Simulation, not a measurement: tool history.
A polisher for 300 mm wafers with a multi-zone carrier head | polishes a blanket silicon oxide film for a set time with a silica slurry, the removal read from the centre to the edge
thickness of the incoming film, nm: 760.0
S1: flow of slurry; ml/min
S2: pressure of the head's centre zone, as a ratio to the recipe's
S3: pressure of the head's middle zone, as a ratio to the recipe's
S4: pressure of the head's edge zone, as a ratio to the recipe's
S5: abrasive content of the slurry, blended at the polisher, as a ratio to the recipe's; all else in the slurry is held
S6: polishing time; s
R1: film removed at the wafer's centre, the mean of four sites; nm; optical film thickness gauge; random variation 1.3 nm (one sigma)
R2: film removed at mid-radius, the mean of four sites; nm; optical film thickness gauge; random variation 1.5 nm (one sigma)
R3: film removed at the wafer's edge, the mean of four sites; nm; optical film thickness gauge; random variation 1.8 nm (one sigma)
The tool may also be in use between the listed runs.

run    day   S1    S2    S3    S4    S5  S6      R1      R2      R3
  1  0.000  195  1.00  1.00  1.00  1.00  77  248.75  249.33  245.09
  2  0.304  195  1.04  1.00  1.00  1.00  77  257.71  239.12  244.66
  3  0.483  195  1.04  0.99  0.97  0.90  74  234.26  226.15  221.20
  4  0.792  190  1.05  0.97  0.95  0.85  72  224.56  208.05  208.60
  5  1.158  190  1.05  0.97  0.95  1.00  72  241.04  222.39  227.84
  6  1.317  190  1.05  0.97  0.94  0.90  70  222.39  204.46  210.14
  7  1.488  190  1.06  0.98  0.93  0.85  68  213.81  200.46  197.01
  8  1.525  190  1.06  0.97  0.92  0.80  66  202.43  187.99  186.37
  9  1.875  190  1.06  0.97  0.91  0.75  65  195.62  177.77  178.29
 10  1.950  190  1.06  0.97  0.90  0.70  64  186.07  171.55  165.79
 11  2.050  185  1.05  0.96  0.89  0.65  64  176.13  161.99  161.01

Forecast run 12:
 12  2.200  155  1.06  0.99  0.81  0.50  63   ?   ?   ?

R1: 153.28 nm
R2: 145.35 nm
R3: 134.67 nm

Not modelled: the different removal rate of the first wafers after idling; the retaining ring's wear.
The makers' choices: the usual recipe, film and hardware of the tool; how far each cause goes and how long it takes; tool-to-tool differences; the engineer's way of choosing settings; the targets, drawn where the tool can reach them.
